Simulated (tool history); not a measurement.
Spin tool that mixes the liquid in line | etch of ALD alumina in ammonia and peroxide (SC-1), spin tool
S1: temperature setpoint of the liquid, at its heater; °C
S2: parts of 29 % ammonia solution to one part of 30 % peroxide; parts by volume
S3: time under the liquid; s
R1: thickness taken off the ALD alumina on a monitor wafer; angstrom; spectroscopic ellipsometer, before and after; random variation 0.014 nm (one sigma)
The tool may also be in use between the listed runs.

{"run": 1, "hour": 0.0, "S1": 60, "S2": 0.55, "S3": 65, "R1": 46.27}
{"run": 2, "hour": 3.6, "S1": 60, "S2": 0.65, "S3": 65, "R1": 47.145}
{"run": 3, "hour": 12.2, "S1": 60, "S2": 0.85, "S3": 65, "R1": 47.769}
{"run": 4, "hour": 15.5, "S1": 60, "S2": 0.65, "S3": 65, "R1": 46.708}
{"run": 5, "hour": 20.1, "S1": 58, "S2": 0.65, "S3": 65, "R1": 42.196}
{"run": 6, "hour": 22.7, "S1": 54, "S2": 0.65, "S3": 65, "R1": 34.061}
{"run": 7, "hour": 28.7, "S1": 54, "S2": 0.65, "S3": 65, "R1": 33.822}
{"run": 8, "hour": 37.7, "S1": 53, "S2": 0.65, "S3": 65, "R1": 32.136}
{"run": 9, "hour": 39.6, "S1": 52, "S2": 0.65, "S3": 65, "R1": 30.606}

The next listed run, before its measurement:
{"run": 10, "hour": 40.5, "S1": 51, "S2": 0.65, "S3": 65, "R1": "?"}

Run 10 gave R1 29.215 angstrom.

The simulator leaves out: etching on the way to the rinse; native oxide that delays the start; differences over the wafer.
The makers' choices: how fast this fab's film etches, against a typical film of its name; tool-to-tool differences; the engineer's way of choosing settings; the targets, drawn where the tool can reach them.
